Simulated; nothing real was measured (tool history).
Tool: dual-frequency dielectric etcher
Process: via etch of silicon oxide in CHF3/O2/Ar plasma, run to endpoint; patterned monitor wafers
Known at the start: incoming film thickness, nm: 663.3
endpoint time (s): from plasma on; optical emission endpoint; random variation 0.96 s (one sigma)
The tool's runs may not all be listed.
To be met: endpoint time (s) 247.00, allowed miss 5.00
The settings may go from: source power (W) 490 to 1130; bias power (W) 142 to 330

run 1 hour=0.0 | source_power_(W)=810 bias_power_(W)=236 | endpoint_time_(s)=272.05
run 2 hour=6.6 | source_power_(W)=810 bias_power_(W)=216 | endpoint_time_(s)=282.64
run 3 hour=11.1 | source_power_(W)=810 bias_power_(W)=178 | endpoint_time_(s)=310.68
run 4 hour=18.6 | source_power_(W)=810 bias_power_(W)=204 | endpoint_time_(s)=291.86
run 5 hour=25.8 | source_power_(W)=900 bias_power_(W)=210 | endpoint_time_(s)=279.75
run 6 hour=27.7 | source_power_(W)=980 bias_power_(W)=210 | endpoint_time_(s)=270.47
run 7 hour=34.5 | source_power_(W)=1020 bias_power_(W)=217 | endpoint_time_(s)=264.20
run 8 hour=41.4 | source_power_(W)=1050 bias_power_(W)=223 | endpoint_time_(s)=259.34
run 9 hour=45.5 | source_power_(W)=1070 bias_power_(W)=228 | endpoint_time_(s)=254.10

Which of these 5 next moves meets every target?
run A hour=49.6 | source_power_(W)=1110 bias_power_(W)=237 | endpoint_time_(s)=?
run B hour=49.6 | source_power_(W)=1120 bias_power_(W)=216 | endpoint_time_(s)=?
run C hour=49.6 | source_power_(W)=1050 bias_power_(W)=229 | endpoint_time_(s)=?
run D hour=49.6 | source_power_(W)=1020 bias_power_(W)=266 | endpoint_time_(s)=?
run E hour=49.6 | source_power_(W)=1050 bias_power_(W)=226 | endpoint_time_(s)=?

move=A endpoint_time_(s)=247.24
move=B endpoint_time_(s)=258.07
move=C endpoint_time_(s)=255.62
move=D endpoint_time_(s)=239.69
move=E endpoint_time_(s)=257.28
A: meets every target
B: further off than the last run
C: further off than the last run
D: takes the result that was furthest off past its target
E: further off than the last run
Move A is the one to make.
